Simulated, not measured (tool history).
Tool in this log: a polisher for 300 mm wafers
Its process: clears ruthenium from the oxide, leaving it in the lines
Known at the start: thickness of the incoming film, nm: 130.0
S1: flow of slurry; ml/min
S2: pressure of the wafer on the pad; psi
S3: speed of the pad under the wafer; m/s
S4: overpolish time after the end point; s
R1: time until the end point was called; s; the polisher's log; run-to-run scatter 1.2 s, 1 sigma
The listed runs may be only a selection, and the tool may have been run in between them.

run 1 day=0.000 | S1=270 S2=1.5 S3=1.24 S4=32 | R1=116.450
run 2 day=0.217 | S1=270 S2=1.7 S3=1.26 S4=32 | R1=100.020
run 3 day=0.329 | S1=270 S2=1.8 S3=1.26 S4=32 | R1=93.668
run 4 day=0.392 | S1=335 S2=1.8 S3=1.26 S4=32 | R1=92.316
run 5 day=0.646 | S1=385 S2=1.8 S3=1.26 S4=32 | R1=93.621
run 6 day=0.871 | S1=385 S2=1.6 S3=1.26 S4=32 | R1=104.000

What does the tool deliver on the next run?
run 7 day=0.992 | S1=385 S2=1.7 S3=1.26 S4=32 | R1=?

{"run 7": {"R1": 97.798}}

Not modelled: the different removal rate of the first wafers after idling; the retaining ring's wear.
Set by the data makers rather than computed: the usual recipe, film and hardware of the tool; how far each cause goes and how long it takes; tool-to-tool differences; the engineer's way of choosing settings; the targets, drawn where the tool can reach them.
